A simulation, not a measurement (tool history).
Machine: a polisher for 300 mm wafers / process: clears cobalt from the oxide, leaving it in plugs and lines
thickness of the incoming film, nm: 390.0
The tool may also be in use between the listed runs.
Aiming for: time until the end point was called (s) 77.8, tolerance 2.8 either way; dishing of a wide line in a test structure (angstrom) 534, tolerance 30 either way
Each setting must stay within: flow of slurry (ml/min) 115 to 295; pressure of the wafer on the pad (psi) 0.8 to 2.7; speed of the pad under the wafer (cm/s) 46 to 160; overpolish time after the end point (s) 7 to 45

| run | hour | flow of slurry (ml/min) | pressure of the wafer on the pad (psi) | speed of the pad under the wafer (cm/s) | overpolish time after the end point (s) | time until the end point was called (s) | dishing of a wide line in a test structure (angstrom) |
|---|---|---|---|---|---|---|---|
| 1 | 0 | 190 | 1.7 | 102 | 23 | 94.419 | 447.75 |
| 2 | 5.2 | 190 | 1.7 | 122 | 23 | 81.44 | 475.22 |
| 3 | 13.1 | 190 | 1.7 | 122 | 24 | 82.642 | 481.31 |
| 4 | 20.1 | 190 | 2.1 | 122 | 24 | 66.213 | 511.29 |
| 5 | 26.8 | 225 | 2.1 | 122 | 24 | 65.367 | 503.6 |
| 6 | 28.2 | 225 | 2.1 | 122 | 34 | 64.253 | 531.51 |
| 7 | 33.2 | 220 | 2 | 122 | 35 | 68.094 | 539.43 |
| 8 | 41 | 220 | 2 | 122 | 36 | 66.745 | 532.74 |
| 9 | 47.6 | 215 | 1.9 | 122 | 37 | 71.719 | 540.06 |

Which single option among these 4 for the next run brings every result within its allowed miss of target? Just one does.
| A | 54.2 | 220 | 2 | 120 | 33 | ? | ? |
| B | 54.2 | 250 | 2 | 128 | 32 | ? | ? |
| C | 54.2 | 230 | 1.6 | 130 | 35 | ? | ? |
| D | 54.2 | 140 | 2 | 146 | 21 | ? | ? |

| move | time until the end point was called (s) | dishing of a wide line in a test structure (angstrom) |
|---|---|---|
| A | 68.467 | 529.98 |
| B | 63.653 | 532.02 |
| C | 78.597 | 525.65 |
| D | 60.457 | 500.83 |
A: lands further from the targets than the last run did
B: lands further from the targets than the last run did
C: meets every target
D: lands further from the targets than the last run did
So the answer is move C, the one that meets all the targets.
